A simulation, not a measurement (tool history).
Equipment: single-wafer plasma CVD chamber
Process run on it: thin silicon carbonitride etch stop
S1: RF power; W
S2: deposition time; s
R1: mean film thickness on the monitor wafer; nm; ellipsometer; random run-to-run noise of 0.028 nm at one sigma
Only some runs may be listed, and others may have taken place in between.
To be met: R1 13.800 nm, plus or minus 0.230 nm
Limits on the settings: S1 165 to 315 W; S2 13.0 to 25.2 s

run  hour   S1    S2      R1
  1   0.0  240  19.1  11.027
  2   4.6  255  19.9  11.651
  3  10.8  255  21.0  12.328
  4  15.9  225  21.0  11.925
  5  19.9  215  21.0  11.850
  6  27.5  215  22.3  12.571
  7  31.5  230  22.5  12.874
  8  38.9  240  22.7  13.077

Which single option among these 4 for the next run brings every result within its allowed miss of target? Just one does.
  A  46.3  245  22.3   ?
  B  46.3  245  22.7   ?
  C  46.3  205  24.8   ?
  D  46.3  245  21.4   ?

move      R1
   A  12.909
   B  13.141
   C  13.835
   D  12.388
A: misses by more than the last run did
B: an improvement on the last run, though not all results are within tolerance
C: meets every target
D: misses by more than the last run did
Correct choice: C, which meets every target
